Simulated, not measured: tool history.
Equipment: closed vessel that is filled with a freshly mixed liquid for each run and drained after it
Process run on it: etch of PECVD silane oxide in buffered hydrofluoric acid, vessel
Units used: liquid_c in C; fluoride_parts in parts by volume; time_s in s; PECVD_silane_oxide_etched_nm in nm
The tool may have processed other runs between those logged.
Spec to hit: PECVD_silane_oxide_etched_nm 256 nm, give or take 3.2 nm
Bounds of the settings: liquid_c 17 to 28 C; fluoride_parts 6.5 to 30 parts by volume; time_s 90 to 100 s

| run | day | liquid_c | fluoride_parts | time_s | PECVD_silane_oxide_etched_nm |
|---|---|---|---|---|---|
| 1 | 0 | 20 | 18.5 | 90 | 135.76 |
| 2 | 0.142 | 20 | 21 | 90 | 122.26 |
| 3 | 0.188 | 18 | 21 | 90 | 108.95 |
| 4 | 0.567 | 21 | 21 | 90 | 128.64 |
| 5 | 0.95 | 21 | 16.5 | 90 | 161.24 |
| 6 | 1.279 | 21 | 13.5 | 90 | 196.9 |
| 7 | 1.65 | 22 | 13.5 | 90 | 207.61 |
| 8 | 1.888 | 22.5 | 13.5 | 90 | 212.68 |
|  | 2.204 | thermometer replaced |
| 9 | 2.204 | 23 | 13.5 | 90 | 235.06 |

Exercise: of the 4 proposed moves below, exactly one satisfies all targets within the stated allowed misses. Which move is it?
| A | 2.521 | 24 | 13.5 | 90 | ? |
| B | 2.521 | 24.5 | 15 | 100 | ? |
| C | 2.521 | 23.5 | 13 | 95 | ? |
| D | 2.521 | 24.5 | 14.5 | 95 | ? |

| move | PECVD_silane_oxide_etched_nm |
|---|---|
| A | 248.94 |
| B | 256.32 |
| C | 265.32 |
| D | 251.75 |
A: better than the last run, though not everything is in spec
B: in spec on every target
C: moves the result that the last run missed by most past its target, out the other side
D: better than the last run, though not everything is in spec
The right move is B.
